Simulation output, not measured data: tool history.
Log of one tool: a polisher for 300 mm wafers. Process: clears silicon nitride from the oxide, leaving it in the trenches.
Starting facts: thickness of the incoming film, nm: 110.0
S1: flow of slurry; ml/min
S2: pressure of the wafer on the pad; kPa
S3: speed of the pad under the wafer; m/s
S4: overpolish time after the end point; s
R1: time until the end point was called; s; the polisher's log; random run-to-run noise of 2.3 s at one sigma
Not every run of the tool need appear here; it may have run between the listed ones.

run	day	S1	S2	S3	S4	R1
1	0	300	16.5	1.14	9	104.06
2	0.15	300	15.2	1.12	9	116.52
3	0.433	300	14.5	1.12	9	123.87
4	0.579	300	17.2	1.12	9	101.46
5	0.825	335	17.2	1.12	9	100.13
6	1.096	335	15.9	1.12	9	110.34
7	1.438	335	15.2	1.12	9	113.09
8	1.467	330	14.5	1.12	9	116.94

Expected results for the next run?
9	1.662	330	11.7	1.08	9	?

R1: 147.77 s
